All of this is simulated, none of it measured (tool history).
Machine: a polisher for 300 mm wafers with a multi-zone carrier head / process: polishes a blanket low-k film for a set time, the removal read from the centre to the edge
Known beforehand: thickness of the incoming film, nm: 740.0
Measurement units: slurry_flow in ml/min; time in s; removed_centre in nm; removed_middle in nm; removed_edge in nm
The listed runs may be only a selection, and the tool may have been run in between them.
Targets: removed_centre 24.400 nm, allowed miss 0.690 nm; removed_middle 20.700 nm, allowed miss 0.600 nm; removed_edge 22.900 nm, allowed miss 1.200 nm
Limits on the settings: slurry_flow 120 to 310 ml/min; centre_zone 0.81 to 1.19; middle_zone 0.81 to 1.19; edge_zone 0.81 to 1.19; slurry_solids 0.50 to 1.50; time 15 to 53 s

{"run": 1, "hour": 0.0, "slurry_flow": 200, "centre_zone": 1.0, "middle_zone": 1.0, "edge_zone": 1.0, "slurry_solids": 1.0, "time": 34, "removed_centre": 17.535, "removed_middle": 16.865, "removed_edge": 17.441}
{"run": 2, "hour": 4.2, "slurry_flow": 200, "centre_zone": 1.0, "middle_zone": 1.0, "edge_zone": 0.94, "slurry_solids": 1.0, "time": 34, "removed_centre": 17.547, "removed_middle": 16.792, "removed_edge": 17.475}
{"run": 3, "hour": 12.5, "slurry_flow": 205, "centre_zone": 1.01, "middle_zone": 0.98, "edge_zone": 0.94, "slurry_solids": 1.15, "time": 34, "removed_centre": 18.843, "removed_middle": 17.5, "removed_edge": 18.156}
{"run": 4, "hour": 15.0, "slurry_flow": 205, "centre_zone": 0.93, "middle_zone": 0.98, "edge_zone": 0.94, "slurry_solids": 1.15, "time": 34, "removed_centre": 17.36, "removed_middle": 17.485, "removed_edge": 17.763}
{"run": 5, "hour": 15.6, "slurry_flow": 200, "centre_zone": 0.98, "middle_zone": 0.98, "edge_zone": 1.0, "slurry_solids": 1.2, "time": 34, "removed_centre": 18.514, "removed_middle": 17.503, "removed_edge": 18.785}
{"run": 6, "hour": 16.8, "slurry_flow": 200, "centre_zone": 0.98, "middle_zone": 0.9, "edge_zone": 1.0, "slurry_solids": 1.2, "time": 34, "removed_centre": 18.694, "removed_middle": 16.437, "removed_edge": 19.36}
{"run": 7, "hour": 18.5, "slurry_flow": 210, "centre_zone": 1.01, "middle_zone": 0.93, "edge_zone": 1.03, "slurry_solids": 1.25, "time": 34, "removed_centre": 19.301, "removed_middle": 17.296, "removed_edge": 19.531}
{"run": 8, "hour": 21.6, "slurry_flow": 210, "centre_zone": 1.04, "middle_zone": 0.94, "edge_zone": 1.04, "slurry_solids": 1.3, "time": 35, "removed_centre": 20.706, "removed_middle": 18.249, "removed_edge": 20.807}
{"run": 9, "hour": 27.9, "slurry_flow": 220, "centre_zone": 1.07, "middle_zone": 0.95, "edge_zone": 1.05, "slurry_solids": 1.35, "time": 35, "removed_centre": 21.837, "removed_middle": 18.728, "removed_edge": 20.301}
{"run": 10, "hour": 34.4, "slurry_flow": 215, "centre_zone": 1.07, "middle_zone": 0.95, "edge_zone": 1.06, "slurry_solids": 1.4, "time": 36, "removed_centre": 22.494, "removed_middle": 19.187, "removed_edge": 22.15}
{"run": 11, "hour": 40.3, "slurry_flow": 225, "centre_zone": 1.08, "middle_zone": 0.95, "edge_zone": 1.06, "slurry_solids": 1.45, "time": 36, "removed_centre": 23.063, "removed_middle": 19.563, "removed_edge": 21.951}

Exactly one of the 5 candidate moves below puts every result within its allowed miss. Which one?
{"run": "A", "hour": 46.2, "slurry_flow": 230, "centre_zone": 0.99, "middle_zone": 0.91, "edge_zone": 0.99, "slurry_solids": 1.5, "time": 36, "removed_centre": "?", "removed_middle": "?", "removed_edge": "?"}
{"run": "B", "hour": 46.2, "slurry_flow": 260, "centre_zone": 1.05, "middle_zone": 1.11, "edge_zone": 1.01, "slurry_solids": 1.5, "time": 34, "removed_centre": "?", "removed_middle": "?", "removed_edge": "?"}
{"run": "C", "hour": 46.2, "slurry_flow": 140, "centre_zone": 0.94, "middle_zone": 0.85, "edge_zone": 1.12, "slurry_solids": 1.5, "time": 40, "removed_centre": "?", "removed_middle": "?", "removed_edge": "?"}
{"run": "D", "hour": 46.2, "slurry_flow": 220, "centre_zone": 1.1, "middle_zone": 0.96, "edge_zone": 1.09, "slurry_solids": 1.5, "time": 37, "removed_centre": "?", "removed_middle": "?", "removed_edge": "?"}
{"run": "E", "hour": 46.2, "slurry_flow": 225, "centre_zone": 1.06, "middle_zone": 0.94, "edge_zone": 1.19, "slurry_solids": 1.5, "time": 36, "removed_centre": "?", "removed_middle": "?", "removed_edge": "?"}

move=A removed_centre=21.600 removed_middle=19.314 removed_edge=21.406
move=B removed_centre=21.846 removed_middle=21.821 removed_edge=20.538
move=C removed_centre=21.531 removed_middle=19.218 removed_edge=24.315
move=D removed_centre=24.349 removed_middle=20.652 removed_edge=22.976
move=E removed_centre=22.949 removed_middle=19.788 removed_edge=23.433
A: moves away from the targets compared with the last run
B: moves away from the targets compared with the last run
C: moves away from the targets compared with the last run
D: all results land within tolerance of their targets
E: moves away from the targets compared with the last run
So the answer is move D, the one that meets all the targets.
